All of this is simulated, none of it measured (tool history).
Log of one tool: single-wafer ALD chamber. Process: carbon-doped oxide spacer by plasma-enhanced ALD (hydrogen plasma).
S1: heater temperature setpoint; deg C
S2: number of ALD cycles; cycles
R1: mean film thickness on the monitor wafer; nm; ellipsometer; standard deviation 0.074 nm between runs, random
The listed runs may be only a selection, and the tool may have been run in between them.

run,hour,S1,S2,R1
1,0.0,385,477,25.257
2,7.0,385,408,21.511
3,8.0,385,351,18.537
4,14.7,375,351,18.585
5,23.2,375,324,17.081
6,23.9,375,324,17.112
7,24.5,375,324,17.091
8,27.6,376,388,20.537
9,30.1,377,464,24.548

Predict the results of run 10:
10,38.0,377,482,?

R1: 25.483 nm
